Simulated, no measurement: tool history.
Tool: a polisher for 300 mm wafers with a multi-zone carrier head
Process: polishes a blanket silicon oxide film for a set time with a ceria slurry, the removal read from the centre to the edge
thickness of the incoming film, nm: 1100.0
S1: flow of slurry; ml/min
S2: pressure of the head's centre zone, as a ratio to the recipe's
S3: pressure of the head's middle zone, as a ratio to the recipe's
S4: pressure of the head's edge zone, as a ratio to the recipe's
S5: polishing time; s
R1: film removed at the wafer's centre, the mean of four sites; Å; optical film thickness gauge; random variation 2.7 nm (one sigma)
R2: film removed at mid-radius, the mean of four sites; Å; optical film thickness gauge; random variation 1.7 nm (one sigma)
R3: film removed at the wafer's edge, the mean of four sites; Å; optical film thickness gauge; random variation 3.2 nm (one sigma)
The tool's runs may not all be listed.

run	hour	S1	S2	S3	S4	S5	R1	R2	R3
1	0	150	1	1	1	50	3116.2	3140	3168.7
2	5.3	150	0.92	1	1	50	2849.3	3126.4	3143.6
3	6	145	0.93	0.97	0.99	50	2896.5	3030.8	3106.6
4	12.3	125	0.93	0.97	0.99	50	2806.6	2943.1	3048.7
5	18.2	120	0.93	0.95	0.98	50	2728	2881.2	3051
6	23.6	120	0.93	0.9	0.98	50	2757.5	2754.5	3013.3
7	27.6	120	0.94	0.89	0.97	50	2852.2	2720.5	3015.9
8	33.7	115	0.94	0.89	0.96	50	2786.2	2679.4	2943.5

Run 9 comes next. What will it give?
9	39.9	110	0.95	0.88	0.95	50	?	?	?

{"run 9": {"R1": 2742.3, "R2": 2672.2, "R3": 2898.4}}

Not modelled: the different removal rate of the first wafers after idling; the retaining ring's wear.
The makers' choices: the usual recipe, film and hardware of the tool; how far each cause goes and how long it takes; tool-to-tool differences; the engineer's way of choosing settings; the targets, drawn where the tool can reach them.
